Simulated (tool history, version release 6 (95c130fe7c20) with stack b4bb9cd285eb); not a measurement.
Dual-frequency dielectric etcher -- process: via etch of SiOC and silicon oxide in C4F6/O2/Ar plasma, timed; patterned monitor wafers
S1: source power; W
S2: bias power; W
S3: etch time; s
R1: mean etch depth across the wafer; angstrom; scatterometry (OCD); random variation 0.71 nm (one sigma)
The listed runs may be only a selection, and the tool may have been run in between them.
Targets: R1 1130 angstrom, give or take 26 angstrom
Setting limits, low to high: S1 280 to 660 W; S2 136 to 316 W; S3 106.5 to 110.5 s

| run | hour | S1 | S2 | S3 | R1 |
|---|---|---|---|---|---|
| 1 | 0 | 470 | 226 | 106.5 | 1278.5 |
| 2 | 6.1 | 470 | 200 | 106.5 | 1235.8 |
| 3 | 10.6 | 470 | 200 | 110.5 | 1291.4 |
| 4 | 17.6 | 470 | 200 | 110.5 | 1289.5 |
| 5 | 25.3 | 470 | 200 | 106.5 | 1244.9 |
| 6 | 29.4 | 470 | 200 | 106.5 | 1238.9 |
| 7 | 30.2 | 440 | 196 | 106.5 | 1189.3 |
| 8 | 32.1 | 430 | 195 | 106.5 | 1190 |
| 9 | 35 | 430 | 195 | 106.5 | 1181.5 |
| 10 | 43.6 | 420 | 194 | 106.5 | 1174.2 |
| 11 | 49.1 | 410 | 193 | 106.5 | 1162.5 |
| 12 | 51 | 410 | 193 | 106.5 | 1157.6 |

Of the 5 settings listed for the next run, only one would bring every result within its allowed miss of target. Which one?
| A | 52.9 | 430 | 199 | 107 | ? |
| B | 52.9 | 420 | 203 | 107.5 | ? |
| C | 52.9 | 360 | 185 | 110.5 | ? |
| D | 52.9 | 480 | 149 | 108.5 | ? |
| E | 52.9 | 420 | 212 | 108 | ? |

| move | R1 |
|---|---|
| A | 1186.9 |
| B | 1187.5 |
| C | 1121.5 |
| D | 1171.6 |
| E | 1206.7 |
A: misses by more than the last run did
B: misses by more than the last run did
C: every result lands within tolerance
D: misses by more than the last run did
E: misses by more than the last run did
Move C is the one to make.
